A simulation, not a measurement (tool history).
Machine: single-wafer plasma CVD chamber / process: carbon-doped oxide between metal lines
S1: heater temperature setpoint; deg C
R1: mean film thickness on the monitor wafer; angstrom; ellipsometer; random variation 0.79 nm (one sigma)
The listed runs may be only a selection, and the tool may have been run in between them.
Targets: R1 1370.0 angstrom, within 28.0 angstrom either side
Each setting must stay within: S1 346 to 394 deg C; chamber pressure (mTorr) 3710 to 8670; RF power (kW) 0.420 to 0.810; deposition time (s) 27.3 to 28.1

Run 1, hour 0.0: S1 370 deg C, chamber pressure (mTorr) 6190, RF power (kW) 0.615, deposition time (s) 27.3. Result: R1 1561.6 angstrom.
Run 2, hour 3.9: S1 370 deg C, chamber pressure (mTorr) 6190, RF power (kW) 0.565, deposition time (s) 27.3. Result: R1 1461.3 angstrom.
Run 3, hour 6.0: S1 370 deg C, chamber pressure (mTorr) 6190, RF power (kW) 0.500, deposition time (s) 27.3. Result: R1 1303.3 angstrom.
Run 4, hour 10.5: S1 377 deg C, chamber pressure (mTorr) 6190, RF power (kW) 0.500, deposition time (s) 27.3. Result: R1 1272.6 angstrom.
Run 5, hour 13.1: S1 377 deg C, chamber pressure (mTorr) 6190, RF power (kW) 0.500, deposition time (s) 27.3. Result: R1 1296.8 angstrom.
Run 6, hour 16.1: S1 377 deg C, chamber pressure (mTorr) 6190, RF power (kW) 0.430, deposition time (s) 27.3. Result: R1 1055.2 angstrom.
Run 7, hour 23.9: S1 375 deg C, chamber pressure (mTorr) 6440, RF power (kW) 0.460, deposition time (s) 27.3. Result: R1 1179.4 angstrom.
Run 8, hour 32.6: S1 372 deg C, chamber pressure (mTorr) 7080, RF power (kW) 0.470, deposition time (s) 27.3. Result: R1 1227.1 angstrom.
Run 9, hour 33.6: S1 369 deg C, chamber pressure (mTorr) 7440, RF power (kW) 0.480, deposition time (s) 27.3. Result: R1 1269.5 angstrom.
Run 10, hour 41.3: S1 366 deg C, chamber pressure (mTorr) 7660, RF power (kW) 0.485, deposition time (s) 27.3. Result: R1 1283.7 angstrom.
Run 11, hour 42.7: S1 364 deg C, chamber pressure (mTorr) 7750, RF power (kW) 0.495, deposition time (s) 27.3. Result: R1 1315.2 angstrom.

Exercise: of the 4 proposed moves below, exactly one satisfies all targets within the stated allowed misses. Which move is it?
Run A, hour 44.1: S1 359 deg C, chamber pressure (mTorr) 8080, RF power (kW) 0.520, deposition time (s) 28.1. Result: R1 ?.
Run B, hour 44.1: S1 361 deg C, chamber pressure (mTorr) 7210, RF power (kW) 0.480, deposition time (s) 27.3. Result: R1 ?.
Run C, hour 44.1: S1 359 deg C, chamber pressure (mTorr) 7650, RF power (kW) 0.515, deposition time (s) 28.1. Result: R1 ?.
Run D, hour 44.1: S1 368 deg C, chamber pressure (mTorr) 7490, RF power (kW) 0.510, deposition time (s) 27.9. Result: R1 ?.

move      R1
   A  1462.4
   B  1289.0
   C  1443.5
   D  1390.2
A: takes the biggest miss from the last run beyond its target
B: the biggest miss grows against the last run
C: takes the biggest miss from the last run beyond its target
D: hits every target within its allowed miss
Move D is the one to make.
